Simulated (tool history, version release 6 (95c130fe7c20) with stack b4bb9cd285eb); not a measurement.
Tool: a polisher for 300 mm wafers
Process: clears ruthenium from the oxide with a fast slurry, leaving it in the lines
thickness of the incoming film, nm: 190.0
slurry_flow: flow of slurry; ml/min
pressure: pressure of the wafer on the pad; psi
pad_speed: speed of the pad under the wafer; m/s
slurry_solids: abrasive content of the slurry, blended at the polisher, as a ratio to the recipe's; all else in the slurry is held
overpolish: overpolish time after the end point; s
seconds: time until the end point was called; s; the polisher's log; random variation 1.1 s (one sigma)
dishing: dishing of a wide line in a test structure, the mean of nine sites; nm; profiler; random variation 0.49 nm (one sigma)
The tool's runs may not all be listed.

run,hour,slurry_flow,pressure,pad_speed,slurry_solids,overpolish,seconds,dishing
1,0,305,2.6,0.92,1,17,46.817,55.719
2,5.4,305,2.2,0.8,1,18,63.54,43.9
3,10.7,305,2.2,0.8,1.2,18,60.272,48.074
4,14.5,305,2.2,1,1.2,18,48.637,56.849
5,22.7,305,1.9,0.86,1.2,19,63.694,45.869
6,30.4,305,1.7,0.76,1.2,20,81.279,39.602
7,39.4,305,1.6,0.7,1.2,20,91.448,34.83

The next listed run, before its measurement:
8,43.8,305,1.5,0.66,1.2,21,?,?

{"run 8": {"seconds": 103.43, "dishing": 33.174}}
